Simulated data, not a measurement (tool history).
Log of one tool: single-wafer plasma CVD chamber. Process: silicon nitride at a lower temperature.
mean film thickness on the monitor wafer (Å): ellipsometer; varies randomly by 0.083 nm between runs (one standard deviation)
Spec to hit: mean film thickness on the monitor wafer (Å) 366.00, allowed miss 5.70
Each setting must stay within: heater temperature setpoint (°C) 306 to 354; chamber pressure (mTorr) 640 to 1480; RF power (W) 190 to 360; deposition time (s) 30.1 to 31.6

run  hour  heater temperature setpoint (°C)  chamber pressure (mTorr)  RF power (W)  deposition time (s)  mean film thickness on the monitor wafer (Å)
  1   0.0                               330                      1060           275                 31.6                                        331.50
  2   8.9                               320                      1060           275                 31.6                                        333.54
  3  13.4                               320                      1060           275                 31.6                                        332.35
  4  20.4                               320                      1060           275                 30.1                                        316.66
  5  27.6                               320                       990           275                 30.1                                        312.16
  6  35.8                               320                       990           275                 31.6                                        328.66
  7  43.3                               320                      1070           280                 31.6                                        337.82
  8  44.0                               320                      1130           280                 31.6                                        341.45
  9  49.5                               320                      1190           280                 31.6                                        346.26
 10  51.0                               320                      1190           280                 31.6                                        347.21
 11  54.4                               320                      1230           280                 31.6                                        349.10

Pick the move, out of 4, that brings all results within their allowed miss; only one does.
  A  57.8                               320                      1190           285                 31.6                                             ?
  B  57.8                               322                      1290           280                 30.4                                             ?
  C  57.8                               333                      1150           315                 30.4                                             ?
  D  57.8                               323                      1200           275                 30.4                                             ?

move  mean film thickness on the monitor wafer (Å)
   A                                        352.84
   B                                        339.88
   C                                        365.61
   D                                        328.97
A: nearer the targets than the last run, but a result is still out of spec
B: further off than the last run
C: all results land within tolerance of their targets
D: further off than the last run
C is the move that brings every result within its allowed miss.

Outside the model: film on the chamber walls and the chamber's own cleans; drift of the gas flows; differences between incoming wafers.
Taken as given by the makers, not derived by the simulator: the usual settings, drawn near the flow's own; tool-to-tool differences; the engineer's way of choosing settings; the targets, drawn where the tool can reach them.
